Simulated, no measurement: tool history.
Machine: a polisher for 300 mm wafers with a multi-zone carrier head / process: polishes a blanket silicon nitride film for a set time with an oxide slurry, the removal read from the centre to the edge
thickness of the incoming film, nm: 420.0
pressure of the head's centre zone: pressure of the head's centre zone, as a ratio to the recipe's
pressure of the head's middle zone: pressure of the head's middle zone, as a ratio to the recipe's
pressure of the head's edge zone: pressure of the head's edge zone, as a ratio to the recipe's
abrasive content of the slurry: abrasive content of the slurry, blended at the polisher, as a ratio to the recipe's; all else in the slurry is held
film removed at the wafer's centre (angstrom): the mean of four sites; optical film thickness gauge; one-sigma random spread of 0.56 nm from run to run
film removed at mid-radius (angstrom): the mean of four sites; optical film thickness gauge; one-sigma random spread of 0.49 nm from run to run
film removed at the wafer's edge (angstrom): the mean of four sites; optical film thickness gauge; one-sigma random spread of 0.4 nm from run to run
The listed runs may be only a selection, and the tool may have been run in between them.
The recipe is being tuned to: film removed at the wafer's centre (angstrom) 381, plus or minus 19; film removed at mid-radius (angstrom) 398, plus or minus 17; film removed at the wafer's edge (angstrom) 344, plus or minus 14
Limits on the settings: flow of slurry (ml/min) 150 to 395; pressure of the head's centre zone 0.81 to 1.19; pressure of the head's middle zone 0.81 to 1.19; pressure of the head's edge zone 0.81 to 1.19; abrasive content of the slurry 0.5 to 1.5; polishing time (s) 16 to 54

run  hour  flow of slurry (ml/min)  pressure of the head's centre zone  pressure of the head's middle zone  pressure of the head's edge zone  abrasive content of the slurry  polishing time (s)  film removed at the wafer's centre (angstrom)  film removed at mid-radius (angstrom)  film removed at the wafer's edge (angstrom)
  1     0                      250                                   1                                   1                                 1                               1                  35                                         323.67                                 320.93                                        315.7
  2     9                      250                                   1                                   1                              0.92                               1                  35                                         324.68                                 328.77                                       304.58
  3  13.6                      250                                   1                                   1                              0.84                               1                  35                                         332.19                                 327.13                                       299.47
  4  20.9                      255                                   1                                1.02                              0.85                            1.05                  35                                         332.52                                 341.91                                       310.69
  5  27.1                      260                                1.02                                1.04                              0.85                             1.1                  35                                         345.71                                 361.09                                       326.51
  6  35.8                      215                                1.02                                1.04                              0.85                             1.1                  35                                         341.63                                 341.53                                       312.25
  7  42.1                      235                                1.04                                1.05                              0.85                             1.1                  35                                         351.58                                 355.32                                       318.78
  8  46.9                      250                                1.05                                1.06                              0.85                             1.1                  35                                         359.42                                 362.29                                       325.63
  9  54.6                      265                                1.06                                1.07                              0.85                             1.1                  35                                         356.69                                 369.71                                       317.49
 10  62.9                      270                                1.06                                1.07                              0.85                            1.15                  35                                          373.5                                 381.28                                       326.54
 11  64.6                      270                                1.06                                1.07                              0.85                            1.15                  35                                         362.38                                 378.78                                       323.14

Exercise: of the 4 proposed moves below, exactly one satisfies all targets within the stated allowed misses. Which move is it?
  A  66.3                      190                                0.96                                1.02                              0.92                            1.05                  42                                              ?                                      ?                                            ?
  B  66.3                      250                                   1                                 1.1                              0.85                             1.4                  34                                              ?                                      ?                                            ?
  C  66.3                      290                                1.12                                1.05                              0.81                             1.2                  37                                              ?                                      ?                                            ?
  D  66.3                      335                                1.07                                1.11                              0.87                             1.1                  32                                              ?                                      ?                                            ?

move  film removed at the wafer's centre (angstrom)  film removed at mid-radius (angstrom)  film removed at the wafer's edge (angstrom)
   A                                         369.78                                 389.72                                       376.03
   B                                         370.34                                 401.65                                       349.76
   C                                         416.66                                 397.23                                       353.02
   D                                         337.45                                 348.94                                       301.95
A: the result that was furthest off in the last run now lies on the other side of its target
B: every result lands within tolerance
C: puts the biggest miss on target and leaves a different result outside tolerance
D: its largest miss is bigger than the last run's
Go with B: it meets all targets.
